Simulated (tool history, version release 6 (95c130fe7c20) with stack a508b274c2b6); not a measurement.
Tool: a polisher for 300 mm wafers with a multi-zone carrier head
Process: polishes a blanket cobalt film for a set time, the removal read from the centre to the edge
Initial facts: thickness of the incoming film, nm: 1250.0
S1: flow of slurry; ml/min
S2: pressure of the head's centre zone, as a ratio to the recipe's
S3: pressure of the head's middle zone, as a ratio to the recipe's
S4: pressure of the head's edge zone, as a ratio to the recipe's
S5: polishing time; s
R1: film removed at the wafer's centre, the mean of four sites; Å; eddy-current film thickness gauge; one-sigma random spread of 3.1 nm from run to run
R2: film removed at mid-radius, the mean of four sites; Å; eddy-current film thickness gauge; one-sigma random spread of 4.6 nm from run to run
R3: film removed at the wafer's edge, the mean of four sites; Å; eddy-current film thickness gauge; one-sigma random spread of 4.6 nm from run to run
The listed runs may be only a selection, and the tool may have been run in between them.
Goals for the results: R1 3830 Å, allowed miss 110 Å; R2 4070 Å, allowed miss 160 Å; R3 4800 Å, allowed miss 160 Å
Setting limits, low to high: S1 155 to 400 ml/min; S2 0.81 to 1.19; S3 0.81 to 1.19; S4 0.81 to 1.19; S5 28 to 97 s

run  hour   S1    S2    S3    S4  S5      R1      R2      R3
  1     0  255     1     1     1  62  3693.5  3607.6  3757.3
  2   8.8  255     1     1  0.93  62  3624.6  3638.1  3671.7
  3    10  255  0.95  0.98  0.98  65    3652  3720.6  3939.6
  4  12.2  255  0.95  0.98  1.05  65  3604.6  3688.1  3941.9
  5  17.5  255  0.95  1.02  1.05  65  3623.4  3896.9  4093.1
     21.6  -- edge zone pressure recalibrated
  6  21.6  295  0.95  1.02  1.05  65  3725.4  3887.5  3996.2
  7  22.5  260  0.94     1  1.08  67  3669.6  3829.1  4081.8
  8  31.1  230  0.93  0.98   1.1  70  3777.2  3929.6  4342.8
  9  37.3  210  0.92  0.97  1.12  72  3764.3  3985.5  4309.1

Which of these 5 next moves meets every target?
  A  43.5  210  0.91  1.01  1.13  74   ?   ?   ?
  B  43.5  210  0.92  0.92  1.15  69   ?   ?   ?
  C  43.5  190     1  1.08   1.1  68   ?   ?   ?
  D  43.5  250  0.85  0.89  1.17  76   ?   ?   ?
  E  43.5  155  0.97  1.11   0.9  66   ?   ?   ?

move      R1      R2      R3
   A  3801.1  4264.6  4576.3
   B  3581.5  3707.8  4310.5
   C  3782.6    4065  4101.5
   D  3730.5    4074  4870.4
   E  3430.8  3900.3  3526.4
A: closer than the last run, but not yet in spec
B: no better and no worse than the last run
C: lands further from the targets than the last run did
D: all results land within tolerance of their targets
E: lands further from the targets than the last run did
Correct choice: D, which meets every target
